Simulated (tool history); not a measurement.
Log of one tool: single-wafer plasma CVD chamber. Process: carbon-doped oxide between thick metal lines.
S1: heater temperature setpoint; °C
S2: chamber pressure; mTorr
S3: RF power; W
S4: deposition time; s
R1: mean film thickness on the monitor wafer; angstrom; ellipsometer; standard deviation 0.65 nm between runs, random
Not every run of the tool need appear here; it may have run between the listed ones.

| run | hour | S1 | S2 | S3 | S4 | R1 |
|---|---|---|---|---|---|---|
| 1 | 0.0 | 370 | 3590 | 430 | 68.9 | 2763.1 |
| 2 | 1.9 | 372 | 3460 | 410 | 68.4 | 2600.1 |
| 3 | 9.2 | 372 | 3460 | 375 | 68.4 | 2388.8 |
| 4 | 16.1 | 372 | 3460 | 375 | 68.9 | 2409.4 |
| 5 | 18.4 | 372 | 3130 | 375 | 68.9 | 2385.7 |
| 6 | 26.3 | 373 | 3050 | 365 | 68.8 | 2310.7 |
| 7 | 33.4 | 374 | 2950 | 360 | 68.7 | 2260.7 |
| 8 | 40.1 | 375 | 2850 | 355 | 68.7 | 2225.5 |

What will run 9 give?
| 9 | 47.2 | 376 | 2770 | 350 | 68.7 | ? |

{"run 9": {"R1": 2178.3}}
